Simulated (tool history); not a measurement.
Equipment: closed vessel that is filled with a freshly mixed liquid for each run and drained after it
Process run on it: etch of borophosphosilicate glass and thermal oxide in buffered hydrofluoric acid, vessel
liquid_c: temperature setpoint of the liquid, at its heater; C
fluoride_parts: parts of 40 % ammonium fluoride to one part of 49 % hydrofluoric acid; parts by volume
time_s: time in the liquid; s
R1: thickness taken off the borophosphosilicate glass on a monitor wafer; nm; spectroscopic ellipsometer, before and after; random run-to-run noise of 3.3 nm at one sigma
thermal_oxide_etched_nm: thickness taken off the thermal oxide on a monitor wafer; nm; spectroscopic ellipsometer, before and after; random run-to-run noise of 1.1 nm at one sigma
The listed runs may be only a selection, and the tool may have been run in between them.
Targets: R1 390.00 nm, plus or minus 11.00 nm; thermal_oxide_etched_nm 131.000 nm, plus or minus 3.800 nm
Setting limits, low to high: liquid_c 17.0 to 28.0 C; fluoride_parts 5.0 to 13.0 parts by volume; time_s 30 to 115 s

{"run": 1, "hour": 0.0, "liquid_c": 20.0, "fluoride_parts": 8.0, "time_s": 60, "R1": 202.0, "thermal_oxide_etched_nm": 67.594}
{"run": 2, "hour": 8.8, "liquid_c": 20.0, "fluoride_parts": 9.0, "time_s": 60, "R1": 178.58, "thermal_oxide_etched_nm": 59.503}
{"run": 3, "hour": 10.9, "liquid_c": 22.0, "fluoride_parts": 8.0, "time_s": 60, "R1": 225.86, "thermal_oxide_etched_nm": 75.874}
{"run": 4, "hour": 14.7, "liquid_c": 22.0, "fluoride_parts": 8.0, "time_s": 50, "R1": 190.1, "thermal_oxide_etched_nm": 62.64}
{"run": 5, "hour": 22.9, "liquid_c": 18.5, "fluoride_parts": 8.0, "time_s": 50, "R1": 157.27, "thermal_oxide_etched_nm": 52.261}
{"run": 6, "hour": 29.8, "liquid_c": 21.0, "fluoride_parts": 7.0, "time_s": 50, "R1": 209.42, "thermal_oxide_etched_nm": 69.261}
{"run": 7, "hour": 36.1, "liquid_c": 23.0, "fluoride_parts": 6.5, "time_s": 50, "R1": 248.65, "thermal_oxide_etched_nm": 82.22}
{"run": 8, "hour": 41.1, "liquid_c": 24.5, "fluoride_parts": 6.0, "time_s": 50, "R1": 287.98, "thermal_oxide_etched_nm": 95.203}
{"run": 9, "hour": 50.4, "liquid_c": 25.5, "fluoride_parts": 5.5, "time_s": 50, "R1": 331.47, "thermal_oxide_etched_nm": 108.04}
{"run": 10, "hour": 56.2, "liquid_c": 26.0, "fluoride_parts": 5.5, "time_s": 50, "R1": 339.33, "thermal_oxide_etched_nm": 110.56}
{"run": 11, "hour": 58.8, "liquid_c": 26.5, "fluoride_parts": 5.5, "time_s": 50, "R1": 347.84, "thermal_oxide_etched_nm": 114.02}
{"run": 12, "hour": 60.4, "liquid_c": 27.0, "fluoride_parts": 5.5, "time_s": 50, "R1": 356.97, "thermal_oxide_etched_nm": 118.9}
{"run": 13, "hour": 66.7, "liquid_c": 27.5, "fluoride_parts": 5.5, "time_s": 50, "R1": 367.73, "thermal_oxide_etched_nm": 121.04}

Exercise: of the 4 proposed moves below, exactly one satisfies all targets within the stated allowed misses. Which move is it?
{"run": "A", "hour": 73.0, "liquid_c": 25.5, "fluoride_parts": 8.0, "time_s": 80, "R1": "?", "thermal_oxide_etched_nm": "?"}
{"run": "B", "hour": 73.0, "liquid_c": 28.0, "fluoride_parts": 7.5, "time_s": 70, "R1": "?", "thermal_oxide_etched_nm": "?"}
{"run": "C", "hour": 73.0, "liquid_c": 28.0, "fluoride_parts": 7.0, "time_s": 60, "R1": "?", "thermal_oxide_etched_nm": "?"}
{"run": "D", "hour": 73.0, "liquid_c": 27.5, "fluoride_parts": 8.0, "time_s": 70, "R1": "?", "thermal_oxide_etched_nm": "?"}

move=A R1=364.17 thermal_oxide_etched_nm=122.420
move=B R1=390.25 thermal_oxide_etched_nm=131.290
move=C R1=360.65 thermal_oxide_etched_nm=121.220
move=D R1=354.26 thermal_oxide_etched_nm=119.230
A: closer than the last run, but not yet in spec
B: all results in spec
C: no better and no worse than the last run
D: moves away from the targets compared with the last run
The right move is B.
